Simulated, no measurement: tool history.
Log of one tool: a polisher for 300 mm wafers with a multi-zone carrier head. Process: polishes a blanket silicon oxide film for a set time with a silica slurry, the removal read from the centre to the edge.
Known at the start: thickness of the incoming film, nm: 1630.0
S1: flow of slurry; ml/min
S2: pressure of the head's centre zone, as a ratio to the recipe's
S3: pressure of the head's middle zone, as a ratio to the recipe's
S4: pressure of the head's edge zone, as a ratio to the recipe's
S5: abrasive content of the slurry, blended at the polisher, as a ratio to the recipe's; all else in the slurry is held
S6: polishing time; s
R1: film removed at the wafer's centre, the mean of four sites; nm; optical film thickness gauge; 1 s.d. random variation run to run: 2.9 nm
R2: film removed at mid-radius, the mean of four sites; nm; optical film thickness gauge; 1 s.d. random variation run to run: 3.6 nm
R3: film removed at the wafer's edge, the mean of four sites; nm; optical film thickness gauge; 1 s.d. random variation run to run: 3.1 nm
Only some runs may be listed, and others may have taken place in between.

run 1 day=0 | S1=265 S2=1 S3=1 S4=1 S5=1 S6=61 | R1=217.55 R2=203.1 R3=200.1
run 2 day=0.171 | S1=215 S2=1 S3=1 S4=1 S5=1 S6=61 | R1=207.55 R2=198.32 R3=197.93
run 3 day=0.458 | S1=165 S2=1 S3=1 S4=1 S5=1 S6=61 | R1=193.9 R2=185.45 R3=191.9
run 4 day=0.542 | S1=165 S2=0.92 S3=1 S4=1 S5=1 S6=61 | R1=183.15 R2=186.36 R3=186.86
run 5 day=0.783 | S1=165 S2=0.92 S3=1.03 S4=1 S5=1 S6=61 | R1=184.62 R2=191.09 R3=192.72
run 6 day=0.833 | S1=165 S2=0.85 S3=1.03 S4=1 S5=1 S6=61 | R1=167.04 R2=193.8 R3=193.12
run 7 day=1.196 | S1=180 S2=0.87 S3=1.04 S4=1.02 S5=1.05 S6=61 | R1=176.82 R2=196.45 R3=199.28
run 8 day=1.354 | S1=195 S2=0.88 S3=1.06 S4=1.03 S5=1.1 S6=61 | R1=186.87 R2=207.26 R3=205.81
run 9 day=1.617 | S1=205 S2=0.88 S3=1.07 S4=1.05 S5=1.15 S6=61 | R1=191.52 R2=216.71 R3=211.19
run 10 day=1.696 | S1=215 S2=0.88 S3=1.07 S4=1.07 S5=1.2 S6=61 | R1=190.73 R2=216.29 R3=215.99

For run 11, what comes out?
run 11 day=2.038 | S1=225 S2=0.89 S3=1.07 S4=1.08 S5=1.25 S6=61 | R1=? R2=? R3=?

Run 11 came out at R1 197.18 nm, R2 221.45 nm, R3 222.71 nm.
